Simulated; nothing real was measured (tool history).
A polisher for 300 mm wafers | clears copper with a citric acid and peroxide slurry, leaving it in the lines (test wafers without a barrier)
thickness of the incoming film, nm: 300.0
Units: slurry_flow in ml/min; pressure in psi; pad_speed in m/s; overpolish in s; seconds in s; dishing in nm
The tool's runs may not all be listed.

run 1 day=0.000 | slurry_flow=190 pressure=3.9 pad_speed=1.26 slurry_solids=1.0 overpolish=15 | seconds=69.789 dishing=41.994
run 2 day=0.038 | slurry_flow=190 pressure=3.9 pad_speed=1.26 slurry_solids=1.0 overpolish=10 | seconds=72.217 dishing=29.902
run 3 day=0.254 | slurry_flow=175 pressure=3.9 pad_speed=1.26 slurry_solids=1.0 overpolish=10 | seconds=74.383 dishing=29.796
run 4 day=0.388 | slurry_flow=165 pressure=3.9 pad_speed=1.26 slurry_solids=1.0 overpolish=13 | seconds=71.122 dishing=37.673
run 5 day=0.658 | slurry_flow=185 pressure=3.9 pad_speed=1.26 slurry_solids=1.0 overpolish=13 | seconds=71.129 dishing=36.403
run 6 day=0.762 | slurry_flow=180 pressure=3.8 pad_speed=1.26 slurry_solids=1.0 overpolish=15 | seconds=73.796 dishing=39.071
run 7 day=1.108 | slurry_flow=175 pressure=3.8 pad_speed=1.26 slurry_solids=1.0 overpolish=17 | seconds=73.959 dishing=45.048

Run 8 comes next. What will it give?
run 8 day=1.242 | slurry_flow=170 pressure=3.8 pad_speed=1.26 slurry_solids=1.0 overpolish=18 | seconds=? dishing=?

{"run 8": {"seconds": 73.249, "dishing": 46.934}}
